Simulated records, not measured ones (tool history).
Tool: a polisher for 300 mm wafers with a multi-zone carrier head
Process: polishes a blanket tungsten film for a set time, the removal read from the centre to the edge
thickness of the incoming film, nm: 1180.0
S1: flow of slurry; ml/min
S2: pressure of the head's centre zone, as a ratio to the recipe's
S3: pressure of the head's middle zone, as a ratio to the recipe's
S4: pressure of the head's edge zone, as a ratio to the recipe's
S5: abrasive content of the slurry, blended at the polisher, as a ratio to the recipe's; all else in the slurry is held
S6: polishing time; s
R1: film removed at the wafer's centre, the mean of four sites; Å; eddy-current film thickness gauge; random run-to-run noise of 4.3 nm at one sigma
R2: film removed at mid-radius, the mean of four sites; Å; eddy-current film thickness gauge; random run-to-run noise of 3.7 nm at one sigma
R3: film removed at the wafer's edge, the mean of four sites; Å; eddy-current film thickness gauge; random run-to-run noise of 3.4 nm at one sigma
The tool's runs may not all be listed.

| run | hour | S1 | S2 | S3 | S4 | S5 | S6 | R1 | R2 | R3 |
|---|---|---|---|---|---|---|---|---|---|---|
| 1 | 0.0 | 165 | 1.00 | 1.00 | 1.00 | 1.00 | 77 | 3784.7 | 3669.5 | 3690.7 |
| 2 | 4.9 | 180 | 1.01 | 1.01 | 1.03 | 1.05 | 77 | 3853.4 | 3785.1 | 3808.3 |
| 3 | 7.1 | 190 | 1.03 | 1.02 | 1.05 | 1.10 | 77 | 4039.5 | 3941.9 | 3931.5 |
| 4 | 8.9 | 190 | 1.03 | 1.02 | 1.05 | 1.10 | 95 | 4852.9 | 4916.8 | 4826.4 |
| 5 | 15.9 | 190 | 1.03 | 1.07 | 1.05 | 1.10 | 95 | 4842.3 | 4977.4 | 4820.6 |
| 6 | 20.7 | 190 | 1.03 | 1.07 | 1.05 | 0.95 | 95 | 4751.6 | 4835.5 | 4636.9 |

For run 7, what comes out?
| 7 | 24.2 | 175 | 1.03 | 1.06 | 1.04 | 0.95 | 95 | ? | ? | ? |

{"run 7": {"R1": 4696.6, "R2": 4766.5, "R3": 4608.3}}
